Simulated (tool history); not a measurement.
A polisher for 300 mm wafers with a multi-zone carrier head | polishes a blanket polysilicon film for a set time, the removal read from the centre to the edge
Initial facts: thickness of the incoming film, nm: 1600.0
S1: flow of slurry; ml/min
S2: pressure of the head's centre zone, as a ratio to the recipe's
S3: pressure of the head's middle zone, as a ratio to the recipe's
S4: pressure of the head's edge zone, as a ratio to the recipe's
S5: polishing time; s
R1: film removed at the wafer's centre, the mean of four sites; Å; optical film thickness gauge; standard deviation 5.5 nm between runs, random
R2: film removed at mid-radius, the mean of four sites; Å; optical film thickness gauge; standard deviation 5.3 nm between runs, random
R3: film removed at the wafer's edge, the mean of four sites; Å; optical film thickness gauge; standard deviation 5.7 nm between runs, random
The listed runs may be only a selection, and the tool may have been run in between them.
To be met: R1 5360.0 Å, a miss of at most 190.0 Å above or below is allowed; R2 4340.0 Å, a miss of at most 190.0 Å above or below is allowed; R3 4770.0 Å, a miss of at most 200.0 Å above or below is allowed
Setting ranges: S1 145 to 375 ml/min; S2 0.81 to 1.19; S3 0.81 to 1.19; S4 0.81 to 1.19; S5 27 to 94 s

{"run": 1, "hour": 0.0, "S1": 240, "S2": 1.0, "S3": 1.0, "S4": 1.0, "S5": 60, "R1": 3904.9, "R2": 3892.1, "R3": 3898.1}
{"run": 2, "hour": 7.3, "S1": 240, "S2": 1.0, "S3": 1.0, "S4": 1.0, "S5": 49, "R1": 3131.8, "R2": 3178.1, "R3": 3245.4}
{"run": 3, "hour": 12.3, "S1": 250, "S2": 1.04, "S3": 0.99, "S4": 1.04, "S5": 54, "R1": 3641.5, "R2": 3503.4, "R3": 3660.1}
{"run": 4, "hour": 20.7, "S1": 260, "S2": 1.08, "S3": 0.99, "S4": 1.06, "S5": 57, "R1": 4007.3, "R2": 3750.6, "R3": 3855.9}
{"run": 5, "hour": 28.7, "S1": 260, "S2": 1.16, "S3": 0.99, "S4": 1.06, "S5": 57, "R1": 4335.8, "R2": 3683.4, "R3": 3794.4}
{"run": 6, "hour": 35.2, "S1": 270, "S2": 1.17, "S3": 0.98, "S4": 1.09, "S5": 59, "R1": 4481.0, "R2": 3863.2, "R3": 4022.7}
{"run": 7, "hour": 38.0, "S1": 270, "S2": 1.18, "S3": 0.96, "S4": 1.09, "S5": 62, "R1": 4713.5, "R2": 3998.0, "R3": 4298.3}
{"run": 8, "hour": 40.0, "S1": 275, "S2": 1.18, "S3": 0.95, "S4": 1.07, "S5": 64, "R1": 4908.0, "R2": 4007.8, "R3": 4363.6}
{"run": 9, "hour": 43.7, "S1": 275, "S2": 1.18, "S3": 0.95, "S4": 1.07, "S5": 64, "R1": 4899.1, "R2": 3970.8, "R3": 4310.2}

5 next moves are on the table. One of them brings every result within its allowed miss. Which?
{"run": "A", "hour": 47.4, "S1": 275, "S2": 1.17, "S3": 1.14, "S4": 1.02, "S5": 58, "R1": "?", "R2": "?", "R3": "?"}
{"run": "B", "hour": 47.4, "S1": 265, "S2": 1.18, "S3": 0.94, "S4": 1.07, "S5": 70, "R1": "?", "R2": "?", "R3": "?"}
{"run": "C", "hour": 47.4, "S1": 250, "S2": 1.19, "S3": 1.1, "S4": 0.9, "S5": 56, "R1": "?", "R2": "?", "R3": "?"}
{"run": "D", "hour": 47.4, "S1": 265, "S2": 1.02, "S3": 1.07, "S4": 1.19, "S5": 64, "R1": "?", "R2": "?", "R3": "?"}
{"run": "E", "hour": 47.4, "S1": 300, "S2": 1.19, "S3": 0.97, "S4": 0.96, "S5": 63, "R1": "?", "R2": "?", "R3": "?"}

move=A R1=4393.0 R2=4268.5 R3=3860.0
move=B R1=5319.2 R2=4357.8 R3=4770.0
move=C R1=4269.3 R2=3960.3 R3=3490.2
move=D R1=4203.4 R2=4447.9 R3=4597.2
move=E R1=4890.5 R2=4073.4 R3=4106.2
A: its largest miss is bigger than the last run's
B: in spec on every target
C: its largest miss is bigger than the last run's
D: its largest miss is bigger than the last run's
E: its largest miss is bigger than the last run's
B meets every target.
